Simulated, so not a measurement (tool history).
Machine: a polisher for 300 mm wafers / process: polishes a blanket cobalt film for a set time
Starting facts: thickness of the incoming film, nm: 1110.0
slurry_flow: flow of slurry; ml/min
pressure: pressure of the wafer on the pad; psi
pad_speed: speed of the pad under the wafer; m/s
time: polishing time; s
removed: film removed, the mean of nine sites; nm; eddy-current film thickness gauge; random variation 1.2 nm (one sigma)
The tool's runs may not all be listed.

| run | hour | slurry_flow | pressure | pad_speed | time | removed |
|---|---|---|---|---|---|---|
| 1 | 0.0 | 145 | 1.9 | 1.06 | 21 | 89.447 |
| 2 | 8.0 | 145 | 1.9 | 1.06 | 19 | 81.107 |
| 3 | 13.8 | 130 | 1.9 | 1.06 | 19 | 79.334 |
| 4 | 18.2 | 155 | 2.2 | 1.06 | 19 | 95.545 |
| 5 | 26.8 | 155 | 1.7 | 1.06 | 19 | 73.456 |
| 6 | 27.5 | 155 | 1.2 | 1.06 | 19 | 54.217 |
| 7 | 28.8 | 160 | 1.8 | 1.06 | 19 | 80.047 |
| 8 | 36.8 | 175 | 2.1 | 1.06 | 19 | 93.873 |

What will run 9 give?
| 9 | 42.4 | 175 | 2.1 | 1.06 | 19 | ? |

removed: 91.694 nm
